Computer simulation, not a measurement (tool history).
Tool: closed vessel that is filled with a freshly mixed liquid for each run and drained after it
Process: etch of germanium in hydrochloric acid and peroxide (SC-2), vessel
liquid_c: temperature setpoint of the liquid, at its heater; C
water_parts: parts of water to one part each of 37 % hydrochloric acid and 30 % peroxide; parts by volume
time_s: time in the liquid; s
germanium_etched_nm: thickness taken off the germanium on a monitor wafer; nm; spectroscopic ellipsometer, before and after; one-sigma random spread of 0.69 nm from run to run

{"run": 1, "hour": 0.0, "liquid_c": 51, "water_parts": 8, "time_s": 90, "germanium_etched_nm": 122.46}
{"run": 2, "hour": 6.5, "liquid_c": 51, "water_parts": 8, "time_s": 95, "germanium_etched_nm": 128.65}
{"run": 3, "hour": 7.4, "liquid_c": 54, "water_parts": 8, "time_s": 95, "germanium_etched_nm": 142.35}
{"run": 4, "hour": 11.1, "liquid_c": 56, "water_parts": 8, "time_s": 95, "germanium_etched_nm": 150.99}
{"run": 5, "hour": 18.8, "liquid_c": 51, "water_parts": 8, "time_s": 95, "germanium_etched_nm": 130.25}
{"run": 6, "hour": 24.1, "liquid_c": 54, "water_parts": 8, "time_s": 95, "germanium_etched_nm": 141.92}
{"hour": 32.1, "done": "thermometer replaced"}
{"run": 7, "hour": 32.1, "liquid_c": 56, "water_parts": 8, "time_s": 95, "germanium_etched_nm": 159}

For run 8, what comes out?
{"run": 8, "hour": 33.2, "liquid_c": 57, "water_parts": 8, "time_s": 95, "germanium_etched_nm": "?"}

{"run 8": {"germanium_etched_nm": 163.35}}
